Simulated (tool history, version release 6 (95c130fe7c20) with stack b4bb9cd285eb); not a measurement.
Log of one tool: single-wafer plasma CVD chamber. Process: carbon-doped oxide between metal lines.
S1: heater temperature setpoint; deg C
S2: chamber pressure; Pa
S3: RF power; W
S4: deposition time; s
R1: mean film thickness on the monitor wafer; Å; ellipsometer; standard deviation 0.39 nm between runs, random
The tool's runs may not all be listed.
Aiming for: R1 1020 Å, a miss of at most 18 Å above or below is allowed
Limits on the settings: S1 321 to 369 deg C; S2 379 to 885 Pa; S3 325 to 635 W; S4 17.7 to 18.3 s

run,hour,S1,S2,S3,S4,R1
1,0,345,632,480,17.7,925.82
2,8.8,340,632,480,17.7,933.18
3,14,340,632,480,18.3,969.18
4,19.9,339,647,485,18.3,977.28
5,28,339,647,485,18.3,979.03
6,31.5,339,647,485,17.7,947.75
7,35.6,338,665,490,17.7,957.43
8,42.8,337,681,495,17.7,970.49
9,44,336,695,495,17.7,975.96

Exactly one of the 5 candidate moves below puts every result within its allowed miss. Which one?
A,45.2,329,759,510,18.2,?
B,45.2,339,791,515,18,?
C,45.2,321,644,505,18.3,?
D,45.2,330,716,525,18.3,?
E,45.2,330,711,520,18.1,?

move,R1
A,1051.5
B,1008.9
C,1068.4
D,1059.3
E,1042.5
A: takes the result that was furthest off past its target
B: in spec on every target
C: takes the result that was furthest off past its target
D: takes the result that was furthest off past its target
E: takes the result that was furthest off past its target
Correct choice: B, which meets every target
